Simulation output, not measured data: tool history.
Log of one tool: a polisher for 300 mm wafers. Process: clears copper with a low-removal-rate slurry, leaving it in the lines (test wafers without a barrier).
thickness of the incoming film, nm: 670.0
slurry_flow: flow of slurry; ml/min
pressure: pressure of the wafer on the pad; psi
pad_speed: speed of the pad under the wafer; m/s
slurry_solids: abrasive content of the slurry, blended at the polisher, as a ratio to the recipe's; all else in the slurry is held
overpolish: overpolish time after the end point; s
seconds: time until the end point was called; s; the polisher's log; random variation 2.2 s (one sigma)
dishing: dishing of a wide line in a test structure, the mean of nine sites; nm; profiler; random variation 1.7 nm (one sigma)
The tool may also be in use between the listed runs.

run,hour,slurry_flow,pressure,pad_speed,slurry_solids,overpolish,seconds,dishing
1,0,225,3.9,1.38,1,30,104.67,80.942
2,7.5,270,3.9,1.38,1,30,104.21,84.863
3,15,270,3.9,1.38,0.8,30,107.96,81.917
4,17.2,270,3.5,1.38,0.8,30,122.63,74.624
5,18.5,270,3.3,1.38,0.8,31,130.03,78.261
6,19.9,270,3.3,1.38,0.8,36,126.82,79.327

Forecast run 7:
7,23.4,270,2.2,1.34,0.8,39,?,?

{"run 7": {"seconds": 196.28, "dishing": 66.671}}
